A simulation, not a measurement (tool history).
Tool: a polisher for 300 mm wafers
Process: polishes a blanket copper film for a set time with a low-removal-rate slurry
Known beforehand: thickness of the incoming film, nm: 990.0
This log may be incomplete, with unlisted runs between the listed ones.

run,hour,flow of slurry (ml/min),pressure of the wafer on the pad (kPa),speed of the pad under the wafer (m/s),abrasive content of the slurry,polishing time (s),film removed (nm)
1,0.0,200,24.1,1.06,1.0,62,193.57
2,5.4,170,24.1,1.06,1.0,62,189.26
3,8.8,170,29.0,1.06,1.0,62,227.74
4,14.7,170,33.8,1.06,1.0,62,266.71
5,22.6,170,36.5,1.06,1.0,62,286.46
6,28.5,120,36.5,1.06,1.0,62,268.23
7,32.4,120,33.1,1.04,1.0,62,246.45
8,33.0,120,30.3,1.02,1.0,62,216.57
9,39.2,120,28.3,1.02,1.0,62,207.08
10,43.8,120,26.2,1.02,1.0,62,189.95
11,48.7,120,24.8,1.02,1.0,62,176.05
12,49.6,120,23.4,1.02,1.0,62,171.42
13,51.4,120,22.8,1.02,1.0,62,164.71

What will run 14 give?
14,54.4,120,22.1,1.02,1.0,62,?

film removed (nm): 157.75
